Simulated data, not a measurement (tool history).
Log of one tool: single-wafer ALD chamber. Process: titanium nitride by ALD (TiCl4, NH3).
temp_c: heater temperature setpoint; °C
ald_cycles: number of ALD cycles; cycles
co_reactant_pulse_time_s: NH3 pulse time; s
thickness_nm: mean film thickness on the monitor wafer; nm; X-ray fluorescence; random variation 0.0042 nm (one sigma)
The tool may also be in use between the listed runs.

run,day,temp_c,ald_cycles,co_reactant_pulse_time_s,thickness_nm
1,0.000,390,63,1.56,1.3782
2,0.062,386,62,1.33,1.3346
3,0.404,386,62,1.72,1.3586
4,0.450,386,63,1.72,1.3796
5,0.762,381,63,1.72,1.3690
6,1.062,378,62,1.56,1.3385
7,1.438,376,62,1.40,1.3194

The next listed run, before its measurement:
8,1.721,374,62,1.32,?

thickness_nm: 1.3142 nm

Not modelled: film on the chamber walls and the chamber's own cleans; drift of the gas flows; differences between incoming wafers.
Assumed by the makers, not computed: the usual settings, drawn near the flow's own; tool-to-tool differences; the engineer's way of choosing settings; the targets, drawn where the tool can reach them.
